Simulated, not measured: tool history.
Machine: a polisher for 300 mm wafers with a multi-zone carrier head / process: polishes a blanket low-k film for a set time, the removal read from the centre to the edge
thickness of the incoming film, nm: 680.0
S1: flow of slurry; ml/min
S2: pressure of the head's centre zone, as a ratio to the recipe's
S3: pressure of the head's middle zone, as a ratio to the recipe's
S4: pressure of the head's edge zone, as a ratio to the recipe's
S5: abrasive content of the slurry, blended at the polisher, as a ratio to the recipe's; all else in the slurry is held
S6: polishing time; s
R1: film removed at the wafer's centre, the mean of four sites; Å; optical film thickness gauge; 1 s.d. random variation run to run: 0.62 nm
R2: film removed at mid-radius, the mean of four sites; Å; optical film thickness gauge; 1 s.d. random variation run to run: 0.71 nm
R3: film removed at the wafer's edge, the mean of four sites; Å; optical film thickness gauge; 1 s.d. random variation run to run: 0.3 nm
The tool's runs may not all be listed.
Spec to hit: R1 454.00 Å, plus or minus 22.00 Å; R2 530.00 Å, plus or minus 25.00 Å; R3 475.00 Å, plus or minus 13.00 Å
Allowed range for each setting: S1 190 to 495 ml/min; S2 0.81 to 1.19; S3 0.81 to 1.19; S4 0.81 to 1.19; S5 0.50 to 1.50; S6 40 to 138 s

run	day	S1	S2	S3	S4	S5	S6	R1	R2	R3
1	0.000	320	1.00	1.00	1.00	1.00	88	337.16	329.81	338.00
2	0.338	320	1.00	1.00	1.00	1.05	88	342.04	340.02	352.37
3	0.583	320	0.96	1.00	1.00	1.05	88	331.48	341.35	351.70
4	0.662	330	0.98	1.05	1.00	1.20	89	366.40	385.82	378.19
5	0.729	330	1.06	1.05	1.00	1.20	89	384.68	378.13	381.73
6	0.983	330	1.06	1.05	1.00	1.20	73	316.88	320.38	313.63
7	1.304	330	1.06	1.05	1.00	1.20	73	318.75	315.40	310.70
8	1.575	335	1.05	1.09	1.01	1.30	79	353.43	357.08	349.75
9	1.721	340	1.01	1.12	1.00	1.35	85	380.90	411.23	384.56
# day 1.833: slurry nozzle cleaned
10	1.833	340	1.01	1.12	1.00	1.35	85	398.43	429.10	391.89
11	1.938	345	0.99	1.14	1.02	1.40	87	414.24	448.67	413.54
12	2.192	350	0.96	1.15	1.04	1.45	88	413.30	471.86	431.11
13	2.279	355	0.96	1.16	1.05	1.45	89	417.74	469.54	437.82
14	2.475	355	0.95	1.17	1.05	1.45	91	420.82	476.92	453.67

Exercise: of the 4 proposed moves below, exactly one satisfies all targets within the stated allowed misses. Which move is it?
A	2.671	330	0.95	1.18	1.03	1.50	96	?	?	?
B	2.671	340	0.90	1.19	0.98	1.45	91	?	?	?
C	2.671	375	0.85	1.19	0.90	1.50	92	?	?	?
D	2.671	365	0.93	1.08	1.08	1.50	93	?	?	?

move	R1	R2	R3
A	449.67	517.92	472.25
B	404.07	488.84	431.85
C	399.85	505.51	428.15
D	432.32	473.15	472.15
A: every result within its allowed miss
B: its largest miss is bigger than the last run's
C: the worst result of the last run now meets its target, but another is out of spec
D: its largest miss is bigger than the last run's
So the answer is move A, the one that meets all the targets.
